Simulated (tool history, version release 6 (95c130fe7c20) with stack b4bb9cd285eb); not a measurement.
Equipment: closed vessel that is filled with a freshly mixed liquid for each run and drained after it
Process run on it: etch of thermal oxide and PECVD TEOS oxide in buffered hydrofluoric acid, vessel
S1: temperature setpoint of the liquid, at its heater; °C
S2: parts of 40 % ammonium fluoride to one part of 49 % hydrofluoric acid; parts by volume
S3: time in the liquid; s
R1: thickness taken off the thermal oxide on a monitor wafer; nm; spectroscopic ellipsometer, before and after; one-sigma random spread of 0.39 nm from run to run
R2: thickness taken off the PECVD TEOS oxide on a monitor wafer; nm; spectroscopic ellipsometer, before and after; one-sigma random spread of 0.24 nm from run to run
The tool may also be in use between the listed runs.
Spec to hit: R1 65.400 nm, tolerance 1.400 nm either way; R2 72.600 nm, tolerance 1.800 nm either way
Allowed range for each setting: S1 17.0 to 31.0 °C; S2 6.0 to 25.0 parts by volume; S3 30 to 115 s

run,hour,S1,S2,S3,R1,R2
1,0.0,23.0,15.5,60,43.367,47.707
2,7.0,21.0,15.5,60,38.532,42.705
3,12.4,22.5,15.5,60,41.600,46.444
4,20.3,24.0,15.5,60,45.371,50.590
5,24.9,24.0,15.5,45,34.149,37.741
6,30.4,25.0,14.5,45,38.598,42.526
7,35.1,29.0,11.0,45,61.623,69.248
8,36.8,29.5,11.0,45,63.924,71.305

Which one of the following 4 next-run settings gets every result inside its allowed miss? There is exactly one.
A,38.5,31.0,25.0,85,?,?
B,38.5,31.0,23.5,80,?,?
C,38.5,31.0,13.0,50,?,?
D,38.5,28.5,15.5,65,?,?

move,R1,R2
A,63.242,69.585
B,62.086,68.313
C,66.078,72.706
D,63.393,69.751
A: its largest miss is bigger than the last run's
B: its largest miss is bigger than the last run's
C: all results land within tolerance of their targets
D: its largest miss is bigger than the last run's
Answer: C
